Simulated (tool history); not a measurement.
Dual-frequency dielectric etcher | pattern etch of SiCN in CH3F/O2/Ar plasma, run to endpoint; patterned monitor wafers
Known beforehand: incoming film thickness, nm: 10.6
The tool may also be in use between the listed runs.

{"run": 1, "hour": 0.0, "source power (W)": 390, "bias power (W)": 88, "endpoint time (s)": 25.356}
{"run": 2, "hour": 4.5, "source power (W)": 370, "bias power (W)": 86, "endpoint time (s)": 26.589}
{"run": 3, "hour": 8.7, "source power (W)": 370, "bias power (W)": 74, "endpoint time (s)": 27.382}
{"run": 4, "hour": 14.6, "source power (W)": 360, "bias power (W)": 73, "endpoint time (s)": 27.954}
{"run": 5, "hour": 16.4, "source power (W)": 410, "bias power (W)": 73, "endpoint time (s)": 26.072}
{"run": 6, "hour": 24.9, "source power (W)": 460, "bias power (W)": 73, "endpoint time (s)": 24.497}

Run 7 is up next; what results do you expect?
{"run": 7, "hour": 32.1, "source power (W)": 440, "bias power (W)": 72, "endpoint time (s)": "?"}

endpoint time (s): 25.175
